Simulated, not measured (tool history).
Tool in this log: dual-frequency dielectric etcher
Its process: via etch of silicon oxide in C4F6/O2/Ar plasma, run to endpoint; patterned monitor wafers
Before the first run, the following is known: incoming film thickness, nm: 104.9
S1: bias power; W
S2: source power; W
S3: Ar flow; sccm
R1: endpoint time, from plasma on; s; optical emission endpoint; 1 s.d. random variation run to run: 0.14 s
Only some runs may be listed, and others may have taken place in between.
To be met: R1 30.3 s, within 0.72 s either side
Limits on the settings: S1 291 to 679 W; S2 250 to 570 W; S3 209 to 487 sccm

run	day	S1	S2	S3	R1
1	0	485	410	348	25.38
2	0.042	485	380	348	25.968
3	0.196	412	380	348	27.135
4	0.221	335	380	348	28.361
5	0.279	335	430	348	26.924
6	0.488	335	430	312	26.283
7	0.725	323	400	321	27.597
8	0.975	314	380	326	28.664

Exercise: of the 5 proposed moves below, exactly one satisfies all targets within the stated allowed misses. Which move is it?
A	1.225	291	340	322	?
B	1.225	302	400	363	?
C	1.225	339	460	323	?
D	1.225	291	290	319	?
E	1.225	291	320	348	?

move	R1
A	30.268
B	28.303
C	25.71
D	32.586
E	31.403
A: hits every target within its allowed miss
B: moves away from the targets compared with the last run
C: moves away from the targets compared with the last run
D: moves the result that the last run missed by most past its target, out the other side
E: moves the result that the last run missed by most past its target, out the other side
Correct choice: A, which meets every target

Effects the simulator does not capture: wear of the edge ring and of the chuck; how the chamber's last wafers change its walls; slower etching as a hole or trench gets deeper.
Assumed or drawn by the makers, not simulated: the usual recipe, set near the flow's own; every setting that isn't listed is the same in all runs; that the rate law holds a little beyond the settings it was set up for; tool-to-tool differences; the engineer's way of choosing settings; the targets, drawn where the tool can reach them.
